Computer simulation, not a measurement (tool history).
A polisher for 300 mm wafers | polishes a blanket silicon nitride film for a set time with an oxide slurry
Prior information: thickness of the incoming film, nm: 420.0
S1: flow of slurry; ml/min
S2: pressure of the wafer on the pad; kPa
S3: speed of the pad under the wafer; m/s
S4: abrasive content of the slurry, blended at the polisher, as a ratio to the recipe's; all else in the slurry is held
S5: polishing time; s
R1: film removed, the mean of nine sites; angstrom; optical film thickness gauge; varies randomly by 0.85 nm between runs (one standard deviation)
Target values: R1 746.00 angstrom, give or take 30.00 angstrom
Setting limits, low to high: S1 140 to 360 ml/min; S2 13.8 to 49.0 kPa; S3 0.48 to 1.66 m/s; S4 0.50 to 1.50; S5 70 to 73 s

run,day,S1,S2,S3,S4,S5,R1
1,0.000,230,31.0,1.06,1.00,70,593.51
2,0.129,285,31.0,1.06,1.00,70,601.00
3,0.454,285,32.4,1.06,1.00,70,628.16
4,0.721,285,32.4,1.06,1.00,70,620.33
5,0.762,285,33.8,1.06,1.00,70,647.65
6,0.929,285,35.2,1.06,1.00,70,663.34
7,1.196,285,36.5,1.06,1.00,70,693.11
8,1.408,285,36.5,1.06,1.00,70,668.01
9,1.704,285,37.9,1.06,1.00,70,717.98
10,1.808,285,38.6,1.06,1.00,70,718.81

Of the 5 settings listed for the next run, only one would bring every result within its allowed miss of target. Which one?
A,1.912,315,42.7,1.24,0.75,73,?
B,1.912,270,40.0,0.90,1.05,70,?
C,1.912,275,36.5,1.02,1.05,70,?
D,1.912,295,35.9,0.96,1.15,70,?
E,1.912,315,37.2,0.98,1.00,70,?

move,R1
A,723.12
B,674.28
C,677.69
D,681.04
E,659.86
A: every result lands within tolerance
B: the biggest miss grows against the last run
C: the biggest miss grows against the last run
D: the biggest miss grows against the last run
E: the biggest miss grows against the last run
Correct choice: A, which meets every target

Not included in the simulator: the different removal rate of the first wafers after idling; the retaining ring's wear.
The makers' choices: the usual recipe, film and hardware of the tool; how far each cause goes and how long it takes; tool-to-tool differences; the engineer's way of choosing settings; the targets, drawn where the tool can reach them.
